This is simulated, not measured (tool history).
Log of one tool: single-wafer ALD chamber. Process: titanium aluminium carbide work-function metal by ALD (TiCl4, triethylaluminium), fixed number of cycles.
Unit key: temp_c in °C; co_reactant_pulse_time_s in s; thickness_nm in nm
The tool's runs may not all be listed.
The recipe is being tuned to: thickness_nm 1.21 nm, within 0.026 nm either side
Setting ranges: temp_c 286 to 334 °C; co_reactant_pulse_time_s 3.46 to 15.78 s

run	hour	temp_c	co_reactant_pulse_time_s	thickness_nm
1	0	310	9.62	1.9232
2	6.6	305	8.22	1.7708
3	11.6	312	8.22	1.8259
4	13.7	306	7.14	1.6233
# hour 18.6: triethylaluminium bottle replaced
5	18.6	306	9.47	1.9777
6	22.4	306	7.63	1.8485
7	24.3	312	6.68	1.762
8	25.8	324	3.6	0.40465
9	34.3	318	3.61	0.40701
10	36.4	311	4.04	0.73748
11	43.4	308	4.04	0.72533
12	44.6	320	7.12	1.8743
13	48.1	315	7.11	1.8425
14	51.5	310	7.1	1.8072
15	59.7	314	6.83	1.7947
16	61.7	309	6.82	1.7595
17	63.4	297	3.74	0.47834

Exactly one of the 4 candidate moves below puts every result within its allowed miss. Which one?
A	65.1	290	5.13	?
B	65.1	296	4.91	?
C	65.1	299	4.85	?
D	65.1	296	4.88	?

move	thickness_nm
A	1.2232
B	1.1636
C	1.1508
D	1.1507
A: every result within its allowed miss
B: better than the last run, though not everything is in spec
C: better than the last run, though not everything is in spec
D: better than the last run, though not everything is in spec
The right move is A.
